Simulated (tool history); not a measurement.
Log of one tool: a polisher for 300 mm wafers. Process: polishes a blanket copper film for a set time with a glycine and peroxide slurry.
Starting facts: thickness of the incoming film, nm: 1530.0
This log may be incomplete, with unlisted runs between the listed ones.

run  hour  flow of slurry (ml/min)  pressure of the wafer on the pad (kPa)  speed of the pad under the wafer (cm/s)  polishing time (s)  film removed (angstrom)
  1     0                      140                                    11.7                                      104                  71                   3092.9
  2   5.6                      140                                    11.7                                       94                  71                   2827.3
  3   9.1                      135                                    11.7                                       94                  71                   2833.3
  4  15.2                      165                                    11.7                                       94                  71                   2963.9
  5  16.5                      155                                      11                                       94                  71                   2770.9
  6  22.5                      150                                      11                                       94                  71                   2780.2
  7  29.6                      145                                      11                                       94                  71                     2782
  8  32.5                      140                                      11                                       94                  71                   2692.8
  9  34.8                      135                                      11                                       94                  71                   2701.9

Run 10 comes next. What will it give?
 10  40.8                      130                                      11                                       94                  71                        ?

Run 10 yielded film removed (angstrom) 2683.5.

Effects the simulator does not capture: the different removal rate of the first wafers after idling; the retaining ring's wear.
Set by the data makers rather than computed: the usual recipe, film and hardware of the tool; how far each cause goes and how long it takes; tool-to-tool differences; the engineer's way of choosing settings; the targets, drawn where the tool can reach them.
